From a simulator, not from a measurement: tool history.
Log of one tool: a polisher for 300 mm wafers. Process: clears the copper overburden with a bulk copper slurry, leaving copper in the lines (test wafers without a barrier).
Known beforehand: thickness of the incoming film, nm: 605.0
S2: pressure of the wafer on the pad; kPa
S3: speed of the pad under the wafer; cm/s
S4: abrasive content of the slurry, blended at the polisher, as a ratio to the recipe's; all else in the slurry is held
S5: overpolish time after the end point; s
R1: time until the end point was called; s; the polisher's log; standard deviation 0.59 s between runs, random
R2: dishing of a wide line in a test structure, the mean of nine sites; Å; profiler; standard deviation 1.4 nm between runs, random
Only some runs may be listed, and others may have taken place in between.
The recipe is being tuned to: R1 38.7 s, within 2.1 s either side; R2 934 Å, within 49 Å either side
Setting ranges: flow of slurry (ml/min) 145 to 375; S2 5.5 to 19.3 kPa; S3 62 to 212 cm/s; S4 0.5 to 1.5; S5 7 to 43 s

run 1 hour=0 | flow_of_slurry_(ml/min)=240 S2=12.4 S3=136 S4=1 S5=22 | R1=76.594 R2=742.32
run 2 hour=6 | flow_of_slurry_(ml/min)=240 S2=12.4 S3=136 S4=1.2 S5=22 | R1=72.3 R2=766.86
run 3 hour=10.4 | flow_of_slurry_(ml/min)=240 S2=12.4 S3=150 S4=1.2 S5=22 | R1=68.206 R2=788.76
run 4 hour=15.7 | flow_of_slurry_(ml/min)=240 S2=12.4 S3=126 S4=1.2 S5=22 | R1=79.918 R2=720.86
run 5 hour=17.5 | flow_of_slurry_(ml/min)=240 S2=12.4 S3=126 S4=1.3 S5=22 | R1=79.01 R2=747.39
run 6 hour=25.4 | flow_of_slurry_(ml/min)=240 S2=12.4 S3=138 S4=1.3 S5=22 | R1=69.238 R2=765.86
run 7 hour=34.1 | flow_of_slurry_(ml/min)=240 S2=14.5 S3=142 S4=1.3 S5=19 | R1=61.379 R2=799.7
run 8 hour=41.9 | flow_of_slurry_(ml/min)=240 S2=15.9 S3=150 S4=1.3 S5=17 | R1=50.926 R2=846.02
-- hour=46.1 slurry blender recalibrated
run 9 hour=46.1 | flow_of_slurry_(ml/min)=240 S2=17.2 S3=152 S4=1.3 S5=16 | R1=44.933 R2=902.03
run 10 hour=54.6 | flow_of_slurry_(ml/min)=240 S2=17.9 S3=154 S4=1.3 S5=15 | R1=42.399 R2=882.29

Which single option among these 5 for the next run brings every result within its allowed miss of target? Just one does.
run A hour=63.1 | flow_of_slurry_(ml/min)=240 S2=16.5 S3=140 S4=1.35 S5=20 | R1=? R2=?
run B hour=63.1 | flow_of_slurry_(ml/min)=200 S2=18.6 S3=156 S4=1.5 S5=15 | R1=? R2=?
run C hour=63.1 | flow_of_slurry_(ml/min)=270 S2=16.5 S3=152 S4=1.4 S5=22 | R1=? R2=?
run D hour=63.1 | flow_of_slurry_(ml/min)=325 S2=17.2 S3=138 S4=1.45 S5=19 | R1=? R2=?
run E hour=63.1 | flow_of_slurry_(ml/min)=240 S2=17.9 S3=140 S4=1.35 S5=17 | R1=? R2=?

move=A R1=47.664 R2=937.02
move=B R1=37.804 R2=939.34
move=C R1=43.136 R2=1011.4
move=D R1=44.451 R2=954.11
move=E R1=44.074 R2=919.03
A: moves away from the targets compared with the last run
B: each result inside its tolerance
C: moves away from the targets compared with the last run
D: moves away from the targets compared with the last run
E: moves away from the targets compared with the last run
Move B is the one to make.
